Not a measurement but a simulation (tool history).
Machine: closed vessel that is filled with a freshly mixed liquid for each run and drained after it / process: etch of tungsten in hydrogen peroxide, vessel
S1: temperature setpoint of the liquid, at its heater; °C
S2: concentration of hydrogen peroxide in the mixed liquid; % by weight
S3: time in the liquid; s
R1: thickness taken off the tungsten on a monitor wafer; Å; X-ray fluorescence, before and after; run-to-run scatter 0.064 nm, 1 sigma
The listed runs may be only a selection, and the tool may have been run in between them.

run  hour  S1    S2  S3      R1
  1     0  43  17.5  35  390.33
  2   7.7  43  15.5  35  368.46
  3   8.7  43  15.5  35  367.13
  4  12.3  43  15.5  30  315.81
  5  15.8  43  18.5  30  344.68
  6  23.7  43  18.5  35  404.66

What will run 7 give?
  7  25.5  35  16.5  35   ?

Run 7 measured R1 226.98 Å.
